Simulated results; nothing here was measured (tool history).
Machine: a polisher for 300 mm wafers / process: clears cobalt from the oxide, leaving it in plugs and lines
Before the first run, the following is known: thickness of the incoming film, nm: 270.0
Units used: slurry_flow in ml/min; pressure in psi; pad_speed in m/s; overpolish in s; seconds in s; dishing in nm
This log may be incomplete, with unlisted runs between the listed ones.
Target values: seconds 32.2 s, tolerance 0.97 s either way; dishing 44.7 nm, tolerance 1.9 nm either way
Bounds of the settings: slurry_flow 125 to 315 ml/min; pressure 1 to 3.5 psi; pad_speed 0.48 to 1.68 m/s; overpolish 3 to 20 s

Run 1, hour 0: slurry_flow 205 ml/min, pressure 2.2 psi, pad_speed 1.08 m/s, overpolish 10 s. Result: seconds 52.805 s, dishing 37.858 nm.
Run 2, hour 2.3: slurry_flow 215 ml/min, pressure 2.5 psi, pad_speed 1.08 m/s, overpolish 9 s. Result: seconds 46.11 s, dishing 38.392 nm.
Run 3, hour 3.3: slurry_flow 220 ml/min, pressure 2.8 psi, pad_speed 1.08 m/s, overpolish 9 s. Result: seconds 41.825 s, dishing 40.667 nm.
Run 4, hour 12.1: slurry_flow 220 ml/min, pressure 2.8 psi, pad_speed 1.3 m/s, overpolish 9 s. Result: seconds 36.332 s, dishing 44.961 nm.
Run 5, hour 14.3: slurry_flow 220 ml/min, pressure 2.9 psi, pad_speed 1.3 m/s, overpolish 9 s. Result: seconds 34.699 s, dishing 46.33 nm.
Run 6, hour 20.7: slurry_flow 220 ml/min, pressure 3 psi, pad_speed 1.3 m/s, overpolish 9 s. Result: seconds 33.889 s, dishing 46.877 nm.
Run 7, hour 25: slurry_flow 225 ml/min, pressure 3 psi, pad_speed 1.3 m/s, overpolish 9 s. Result: seconds 33.038 s, dishing 46.763 nm.
Run 8, hour 28.5: slurry_flow 230 ml/min, pressure 3 psi, pad_speed 1.3 m/s, overpolish 9 s. Result: seconds 33.403 s, dishing 46.751 nm.

Of the 5 settings listed for the next run, only one would bring every result within its allowed miss of target. Which one?
Run A, hour 32: slurry_flow 225 ml/min, pressure 3 psi, pad_speed 1.2 m/s, overpolish 11 s. Result: seconds ?, dishing ?.
Run B, hour 32: slurry_flow 255 ml/min, pressure 2.9 psi, pad_speed 1.26 m/s, overpolish 9 s. Result: seconds ?, dishing ?.
Run C, hour 32: slurry_flow 215 ml/min, pressure 3.2 psi, pad_speed 1.28 m/s, overpolish 8 s. Result: seconds ?, dishing ?.
Run D, hour 32: slurry_flow 230 ml/min, pressure 2.9 psi, pad_speed 1.24 m/s, overpolish 11 s. Result: seconds ?, dishing ?.
Run E, hour 32: slurry_flow 240 ml/min, pressure 3.1 psi, pad_speed 1.24 m/s, overpolish 10 s. Result: seconds ?, dishing ?.

move  seconds  dishing
   A   35.659   49.553
   B   34.975   45.142
   C   32.046   44.374
   D   35.845   49.431
   E   33.407   48.822
A: the biggest miss grows against the last run
B: the biggest miss grows against the last run
C: every result within its allowed miss
D: the biggest miss grows against the last run
E: the biggest miss grows against the last run
C is the move that brings every result within its allowed miss.
